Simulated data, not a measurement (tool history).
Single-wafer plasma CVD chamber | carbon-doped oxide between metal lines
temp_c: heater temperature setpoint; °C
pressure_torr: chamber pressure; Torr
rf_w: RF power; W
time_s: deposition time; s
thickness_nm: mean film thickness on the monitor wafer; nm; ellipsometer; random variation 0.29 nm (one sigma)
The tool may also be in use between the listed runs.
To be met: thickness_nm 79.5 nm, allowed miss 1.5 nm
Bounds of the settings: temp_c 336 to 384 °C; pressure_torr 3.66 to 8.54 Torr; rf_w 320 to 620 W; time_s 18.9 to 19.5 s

| run | hour | temp_c | pressure_torr | rf_w | time_s | thickness_nm |
|---|---|---|---|---|---|---|
| 1 | 0 | 360 | 6.1 | 470 | 18.9 | 90.016 |
| 2 | 7.1 | 360 | 6.1 | 470 | 19.5 | 93.274 |
| 3 | 12.7 | 360 | 6.77 | 470 | 19.5 | 93.541 |
| 4 | 14.9 | 364 | 6.77 | 470 | 19.5 | 92.818 |
| 5 | 18.8 | 364 | 7.56 | 470 | 19.5 | 92.452 |
| 6 | 27.6 | 366 | 7.56 | 445 | 19.5 | 88.815 |
| 7 | 30 | 368 | 7.55 | 430 | 19.5 | 84.912 |
| 8 | 35.6 | 368 | 7.55 | 430 | 19.5 | 85.149 |
| 9 | 38.4 | 371 | 7.52 | 425 | 19.5 | 83.923 |
| 10 | 40 | 373 | 7.5 | 420 | 19.5 | 83.049 |
| 11 | 43.8 | 374 | 7.5 | 415 | 19.5 | 81.004 |
| 12 | 51.1 | 374 | 7.5 | 415 | 19.5 | 81.091 |

Which of these 5 next moves meets every target?
| A | 58.4 | 372 | 8.54 | 425 | 19.2 | ? |
| B | 58.4 | 383 | 8.2 | 415 | 19.4 | ? |
| C | 58.4 | 372 | 6.89 | 435 | 19.3 | ? |
| D | 58.4 | 369 | 7.78 | 415 | 19.5 | ? |
| E | 58.4 | 373 | 8.05 | 425 | 19.5 | ? |

| move | thickness_nm |
|---|---|
| A | 82.504 |
| B | 79.359 |
| C | 83.827 |
| D | 82.179 |
| E | 83.324 |
A: further off than the last run
B: meets every target
C: further off than the last run
D: further off than the last run
E: further off than the last run
Move B is the one to make.
